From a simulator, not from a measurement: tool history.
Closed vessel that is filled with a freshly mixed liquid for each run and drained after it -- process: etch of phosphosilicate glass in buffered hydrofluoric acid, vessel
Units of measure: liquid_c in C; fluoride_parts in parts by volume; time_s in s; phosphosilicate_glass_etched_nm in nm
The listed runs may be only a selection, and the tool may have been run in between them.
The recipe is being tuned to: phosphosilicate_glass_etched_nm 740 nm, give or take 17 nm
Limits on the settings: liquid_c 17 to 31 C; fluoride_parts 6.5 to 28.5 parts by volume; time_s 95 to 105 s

run    day  liquid_c  fluoride_parts  time_s  phosphosilicate_glass_etched_nm
  1      0        23            17.5      95                            409.6
  2  0.096        23            21.5      95                           331.78
  3  0.312        23              18      95                           400.36
  4  0.529        23              22      95                           329.95
  5  0.625        20              22      95                           278.65
  6  0.817      22.5              20      95                           349.43
  7  1.142      26.5            14.5      95                           590.98
  8  1.183      27.5            14.5      95                            626.2
     1.433  -- hydrofluoric acid flow meter replaced
  9  1.433        28            14.5      95                           605.15
 10   1.65      28.5              14      95                           641.02

Pick the move, out of 5, that brings all results within their allowed miss; only one does.
  A  1.867      29.5            13.5      95                                ?
  B  1.867        28            12.5      95                                ?
  C  1.867        29              13     100                                ?
  D  1.867        30            14.5     100                                ?
  E  1.867        27              13     105                                ?

move  phosphosilicate_glass_etched_nm
   A                           702.46
   B                           699.55
   C                           747.26
   D                           707.86
   E                           705.44
A: nearer the targets than the last run, but a result is still out of spec
B: nearer the targets than the last run, but a result is still out of spec
C: in spec on every target
D: nearer the targets than the last run, but a result is still out of spec
E: nearer the targets than the last run, but a result is still out of spec
Move C is the one to make.
